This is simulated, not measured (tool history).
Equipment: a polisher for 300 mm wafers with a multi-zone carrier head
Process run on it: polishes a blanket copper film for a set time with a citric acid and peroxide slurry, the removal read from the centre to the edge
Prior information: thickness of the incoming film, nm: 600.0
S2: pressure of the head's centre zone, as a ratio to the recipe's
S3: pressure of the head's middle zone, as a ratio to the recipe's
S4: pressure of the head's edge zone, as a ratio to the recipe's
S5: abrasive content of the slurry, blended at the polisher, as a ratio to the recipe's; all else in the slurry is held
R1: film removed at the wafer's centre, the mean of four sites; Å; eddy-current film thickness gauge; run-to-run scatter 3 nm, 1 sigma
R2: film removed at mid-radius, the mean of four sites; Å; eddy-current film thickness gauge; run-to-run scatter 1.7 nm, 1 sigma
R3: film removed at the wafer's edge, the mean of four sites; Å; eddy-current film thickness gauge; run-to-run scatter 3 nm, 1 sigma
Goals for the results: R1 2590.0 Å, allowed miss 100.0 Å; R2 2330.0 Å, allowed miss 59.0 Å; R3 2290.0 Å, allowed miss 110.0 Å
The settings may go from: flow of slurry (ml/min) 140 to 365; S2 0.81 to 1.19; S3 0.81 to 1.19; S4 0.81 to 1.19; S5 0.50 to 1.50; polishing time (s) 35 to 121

run 1 hour=0.0 | flow_of_slurry_(ml/min)=235 S2=1.00 S3=1.00 S4=1.00 S5=1.00 polishing_time_(s)=78 | R1=1751.0 R2=1731.2 R3=1731.8
run 2 hour=7.3 | flow_of_slurry_(ml/min)=290 S2=1.00 S3=1.00 S4=1.00 S5=1.00 polishing_time_(s)=78 | R1=1769.8 R2=1790.6 R3=1731.5
run 3 hour=11.5 | flow_of_slurry_(ml/min)=290 S2=1.00 S3=1.00 S4=1.04 S5=1.00 polishing_time_(s)=78 | R1=1811.2 R2=1798.0 R3=1781.1
run 4 hour=16.3 | flow_of_slurry_(ml/min)=285 S2=1.02 S3=1.01 S4=1.06 S5=1.10 polishing_time_(s)=79 | R1=1855.7 R2=1872.9 R3=1891.1
run 5 hour=18.7 | flow_of_slurry_(ml/min)=290 S2=1.04 S3=1.01 S4=1.05 S5=1.15 polishing_time_(s)=81 | R1=1990.4 R2=1934.5 R3=1982.4
run 6 hour=19.8 | flow_of_slurry_(ml/min)=260 S2=1.04 S3=1.01 S4=1.05 S5=1.15 polishing_time_(s)=81 | R1=1983.5 R2=1919.5 R3=1940.3
run 7 hour=23.0 | flow_of_slurry_(ml/min)=260 S2=1.06 S3=1.02 S4=1.05 S5=1.20 polishing_time_(s)=82 | R1=2073.4 R2=2008.1 R3=1995.0
run 8 hour=26.6 | flow_of_slurry_(ml/min)=260 S2=1.08 S3=1.03 S4=1.06 S5=1.25 polishing_time_(s)=82 | R1=2148.8 R2=2036.8 R3=2017.7
run 9 hour=35.3 | flow_of_slurry_(ml/min)=260 S2=1.09 S3=1.04 S4=1.07 S5=1.30 polishing_time_(s)=82 | R1=2148.9 R2=2059.7 R3=2045.6
run 10 hour=39.3 | flow_of_slurry_(ml/min)=260 S2=1.10 S3=1.04 S4=1.07 S5=1.35 polishing_time_(s)=83 | R1=2226.9 R2=2144.0 R3=2052.0
run 11 hour=44.9 | flow_of_slurry_(ml/min)=260 S2=1.11 S3=1.04 S4=1.08 S5=1.35 polishing_time_(s)=83 | R1=2254.9 R2=2087.6 R3=2167.8
run 12 hour=53.2 | flow_of_slurry_(ml/min)=260 S2=1.11 S3=1.04 S4=1.08 S5=1.35 polishing_time_(s)=83 | R1=2242.7 R2=2127.1 R3=2098.4
run 13 hour=56.1 | flow_of_slurry_(ml/min)=260 S2=1.11 S3=1.04 S4=1.08 S5=1.35 polishing_time_(s)=83 | R1=2288.3 R2=2102.0 R3=2085.8
run 14 hour=58.8 | flow_of_slurry_(ml/min)=260 S2=1.12 S3=1.05 S4=1.09 S5=1.35 polishing_time_(s)=83 | R1=2281.2 R2=2127.5 R3=2122.5
run 15 hour=67.7 | flow_of_slurry_(ml/min)=260 S2=1.13 S3=1.06 S4=1.09 S5=1.35 polishing_time_(s)=83 | R1=2293.6 R2=2165.6 R3=2044.5
run 16 hour=75.6 | flow_of_slurry_(ml/min)=260 S2=1.14 S3=1.06 S4=1.10 S5=1.35 polishing_time_(s)=84 | R1=2373.8 R2=2159.3 R3=2156.6
run 17 hour=83.2 | flow_of_slurry_(ml/min)=265 S2=1.15 S3=1.07 S4=1.11 S5=1.35 polishing_time_(s)=84 | R1=2372.3 R2=2202.7 R3=2081.3

Which single option among these 5 for the next run brings every result within its allowed miss of target? Just one does.
run A hour=90.8 | flow_of_slurry_(ml/min)=290 S2=1.07 S3=1.07 S4=1.13 S5=1.40 polishing_time_(s)=74 | R1=? R2=? R3=?
run B hour=90.8 | flow_of_slurry_(ml/min)=285 S2=1.01 S3=1.04 S4=1.16 S5=1.35 polishing_time_(s)=83 | R1=? R2=? R3=?
run C hour=90.8 | flow_of_slurry_(ml/min)=245 S2=1.17 S3=1.00 S4=1.08 S5=1.30 polishing_time_(s)=81 | R1=? R2=? R3=?
run D hour=90.8 | flow_of_slurry_(ml/min)=225 S2=1.13 S3=1.01 S4=1.02 S5=1.30 polishing_time_(s)=96 | R1=? R2=? R3=?
run E hour=90.8 | flow_of_slurry_(ml/min)=310 S2=1.00 S3=1.11 S4=1.03 S5=1.15 polishing_time_(s)=90 | R1=? R2=? R3=?

move=A R1=1979.2 R2=1969.3 R3=1933.0
move=B R1=2080.9 R2=2137.8 R3=2168.9
move=C R1=2249.4 R2=1971.8 R3=2000.4
move=D R1=2553.3 R2=2329.3 R3=2292.7
move=E R1=2150.7 R2=2333.5 R3=2134.0
A: further off than the last run
B: further off than the last run
C: further off than the last run
D: meets every target
E: further off than the last run
Go with D: it meets all targets.
